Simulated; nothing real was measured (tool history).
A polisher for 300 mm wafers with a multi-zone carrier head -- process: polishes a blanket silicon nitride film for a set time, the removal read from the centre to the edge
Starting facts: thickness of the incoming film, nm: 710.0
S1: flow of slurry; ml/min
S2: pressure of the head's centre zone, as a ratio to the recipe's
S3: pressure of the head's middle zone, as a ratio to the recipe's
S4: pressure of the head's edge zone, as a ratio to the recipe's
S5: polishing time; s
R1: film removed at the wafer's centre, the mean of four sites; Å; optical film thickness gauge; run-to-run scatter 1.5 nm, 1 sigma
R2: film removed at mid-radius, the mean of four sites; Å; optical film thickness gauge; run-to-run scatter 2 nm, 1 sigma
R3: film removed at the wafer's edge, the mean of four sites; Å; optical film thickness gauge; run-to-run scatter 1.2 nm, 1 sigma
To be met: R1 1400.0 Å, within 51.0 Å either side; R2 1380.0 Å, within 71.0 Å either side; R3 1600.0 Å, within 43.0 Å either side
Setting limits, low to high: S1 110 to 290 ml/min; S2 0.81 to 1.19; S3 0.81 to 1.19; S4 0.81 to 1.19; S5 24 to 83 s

run,hour,S1,S2,S3,S4,S5,R1,R2,R3
1,0.0,185,1.00,1.00,1.00,53,1139.5,1158.9,1218.1
2,6.2,195,1.00,1.00,1.05,55,1187.9,1216.0,1299.2
3,12.1,195,1.00,0.96,1.05,55,1213.5,1197.6,1279.5
4,20.5,195,1.03,0.96,1.05,55,1238.1,1166.2,1285.3
5,25.0,185,1.02,0.96,1.09,58,1265.9,1207.9,1370.2
6,31.8,185,1.02,0.88,1.09,58,1257.1,1140.7,1367.7
7,33.9,200,1.01,0.90,1.11,59,1297.2,1214.7,1408.0
8,35.5,205,1.00,0.90,1.13,60,1311.8,1256.9,1447.1

Consider the 4 candidate settings below. Which is the only one whose results all fall within their allowed miss of target?
A,37.1,120,1.02,0.84,1.19,66,?,?,?
B,37.1,210,0.99,0.96,1.19,64,?,?,?
C,37.1,165,1.07,0.85,1.19,56,?,?,?
D,37.1,290,0.99,1.11,0.95,58,?,?,?

move,R1,R2,R3
A,1294.6,1139.9,1523.9
B,1392.5,1360.8,1607.2
C,1257.2,1052.2,1365.5
D,1320.7,1421.9,1364.2
A: about the same distance from the targets as the last run
B: every result lands within tolerance
C: the biggest miss grows against the last run
D: the biggest miss grows against the last run
Answer: B
